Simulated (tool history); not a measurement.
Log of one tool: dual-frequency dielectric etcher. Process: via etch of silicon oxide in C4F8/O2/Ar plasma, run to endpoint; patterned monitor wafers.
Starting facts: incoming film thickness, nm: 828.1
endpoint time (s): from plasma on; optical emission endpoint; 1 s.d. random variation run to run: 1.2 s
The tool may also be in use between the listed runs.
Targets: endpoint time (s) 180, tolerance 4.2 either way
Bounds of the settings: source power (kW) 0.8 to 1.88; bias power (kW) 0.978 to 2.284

run  hour  source power (kW)  bias power (kW)  endpoint time (s)
  1     0               1.34            1.631              212.5
  2   1.2               1.23            1.631             224.17
  3   5.1               1.36            1.664             213.24
  4  12.7               1.36             1.79             206.78
  5  19.5               1.36            1.652             214.85
  6  23.3               1.36            1.444             227.58
  7  30.5               1.49            1.545             209.67
  8    37               1.59            1.582             200.96
  9  44.9               1.66            1.609             193.83
 10  51.1               1.71             1.62              190.5
 11  53.5               1.75            1.629             189.02
 12  61.3               1.78            1.644             187.94
 13  67.5               1.81            1.664             185.04

Exercise: of the 5 proposed moves below, exactly one satisfies all targets within the stated allowed misses. Which move is it?
  A  73.7               1.88            1.678                  ?
  B  73.7               1.79            1.621                  ?
  C  73.7               1.71            1.606                  ?
  D  73.7               1.79            1.607                  ?
  E  73.7               1.74             1.57                  ?

move  endpoint time (s)
   A              182.3
   B             189.43
   C             194.42
   D             190.15
   E             194.75
A: meets every target
B: its largest miss is bigger than the last run's
C: its largest miss is bigger than the last run's
D: its largest miss is bigger than the last run's
E: its largest miss is bigger than the last run's
Answer: A

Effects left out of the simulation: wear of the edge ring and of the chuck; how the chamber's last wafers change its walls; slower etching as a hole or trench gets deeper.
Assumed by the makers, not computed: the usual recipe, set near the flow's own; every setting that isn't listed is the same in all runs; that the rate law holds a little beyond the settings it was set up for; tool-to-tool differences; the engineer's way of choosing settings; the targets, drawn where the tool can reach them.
